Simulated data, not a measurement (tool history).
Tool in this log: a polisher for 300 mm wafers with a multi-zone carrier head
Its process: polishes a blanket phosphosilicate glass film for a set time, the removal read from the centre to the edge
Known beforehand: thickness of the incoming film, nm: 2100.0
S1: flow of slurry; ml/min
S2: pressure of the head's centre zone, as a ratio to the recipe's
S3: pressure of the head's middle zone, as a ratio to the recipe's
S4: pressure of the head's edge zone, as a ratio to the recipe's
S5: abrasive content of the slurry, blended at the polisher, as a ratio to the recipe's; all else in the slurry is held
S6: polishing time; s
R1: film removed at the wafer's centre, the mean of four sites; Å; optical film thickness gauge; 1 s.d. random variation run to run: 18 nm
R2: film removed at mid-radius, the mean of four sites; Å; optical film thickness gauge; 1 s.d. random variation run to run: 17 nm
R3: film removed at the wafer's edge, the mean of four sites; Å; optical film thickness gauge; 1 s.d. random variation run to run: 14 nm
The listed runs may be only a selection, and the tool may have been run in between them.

| run | hour | S1 | S2 | S3 | S4 | S5 | S6 | R1 | R2 | R3 |
|---|---|---|---|---|---|---|---|---|---|---|
| 1 | 0.0 | 120 | 1.00 | 1.00 | 1.00 | 1.00 | 87 | 8171.8 | 8011.4 | 8313.5 |
| 2 | 0.7 | 125 | 1.00 | 1.01 | 1.03 | 1.10 | 91 | 8724.3 | 8736.2 | 9142.8 |
| 3 | 7.8 | 130 | 1.01 | 1.01 | 1.05 | 1.20 | 96 | 9564.2 | 9628.2 | 10239.0 |
| 4 | 16.0 | 135 | 1.03 | 1.02 | 1.06 | 1.25 | 99 | 10237.0 | 10233.0 | 10791.0 |
| 5 | 21.4 | 135 | 1.03 | 1.06 | 1.06 | 1.25 | 99 | 10211.0 | 10655.0 | 10915.0 |
| 6 | 29.6 | 135 | 1.03 | 1.06 | 1.00 | 1.25 | 99 | 10608.0 | 10811.0 | 10419.0 |
| 7 | 32.8 | 140 | 1.05 | 1.06 | 1.03 | 1.30 | 101 | 11442.0 | 11017.0 | 11117.0 |

Estimate the outcome of run 8 from the log above:
|  | 37.1 | edge zone pressure recalibrated |
| 8 | 37.1 | 145 | 1.06 | 1.07 | 1.06 | 1.35 | 102 | ? | ? | ? |

Run 8 gave R1 11731.0 Å, R2 11381.0 Å, R3 10950.0 Å.

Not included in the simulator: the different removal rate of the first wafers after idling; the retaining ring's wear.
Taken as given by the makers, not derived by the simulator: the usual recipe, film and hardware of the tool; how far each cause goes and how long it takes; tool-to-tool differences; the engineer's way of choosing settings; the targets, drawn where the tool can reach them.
